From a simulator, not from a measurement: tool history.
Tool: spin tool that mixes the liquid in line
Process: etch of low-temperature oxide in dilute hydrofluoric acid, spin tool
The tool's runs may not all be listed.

| run | hour | temperature setpoint of the liquid (K) | parts of water to one part of 49 % hydrofluoric acid (parts by volume) | time under the liquid (s) | thickness taken off the low-temperature oxide on a monitor wafer (Å) |
|---|---|---|---|---|---|
| 1 | 0.0 | 299.15 | 85 | 110 | 158.30 |
| 2 | 1.3 | 300.65 | 80 | 110 | 178.60 |
| 3 | 7.1 | 300.65 | 80 | 110 | 181.22 |
| 4 | 16.1 | 300.65 | 105 | 110 | 133.86 |
| 5 | 19.7 | 300.65 | 130 | 110 | 103.85 |
| 6 | 20.4 | 302.15 | 115 | 110 | 126.99 |
|  | 23.5 | hydrofluoric acid flow meter replaced |
| 7 | 23.5 | 306.15 | 85 | 110 | 194.18 |
| 8 | 27.9 | 306.15 | 80 | 110 | 210.34 |
| 9 | 32.3 | 306.15 | 80 | 110 | 211.65 |
| 10 | 33.4 | 306.15 | 75 | 110 | 228.46 |

Forecast run 11:
| 11 | 41.7 | 306.15 | 70 | 110 | ? |

Run 11 yielded thickness taken off the low-temperature oxide on a monitor wafer (Å) 244.76.
